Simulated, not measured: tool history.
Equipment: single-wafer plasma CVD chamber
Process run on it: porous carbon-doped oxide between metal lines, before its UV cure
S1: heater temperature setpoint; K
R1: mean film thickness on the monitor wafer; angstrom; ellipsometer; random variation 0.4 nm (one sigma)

{"run": 1, "day": 0.0, "S1": 583.15, "RF power (W)": 555, "deposition time (s)": 14.6, "R1": 889.29}
{"run": 2, "day": 0.054, "S1": 585.15, "RF power (W)": 550, "deposition time (s)": 14.6, "R1": 882.63}
{"run": 3, "day": 0.233, "S1": 585.15, "RF power (W)": 630, "deposition time (s)": 14.6, "R1": 953.39}
{"run": 4, "day": 0.521, "S1": 587.15, "RF power (W)": 615, "deposition time (s)": 14.6, "R1": 925.11}
{"run": 5, "day": 0.6, "S1": 593.15, "RF power (W)": 615, "deposition time (s)": 14.6, "R1": 902.54}
{"run": 6, "day": 0.921, "S1": 585.15, "RF power (W)": 615, "deposition time (s)": 14.6, "R1": 943.5}

What will run 7 give?
{"run": 7, "day": 1.008, "S1": 597.15, "RF power (W)": 525, "deposition time (s)": 14.4, "R1": "?"}

{"run 7": {"R1": 787.7}}
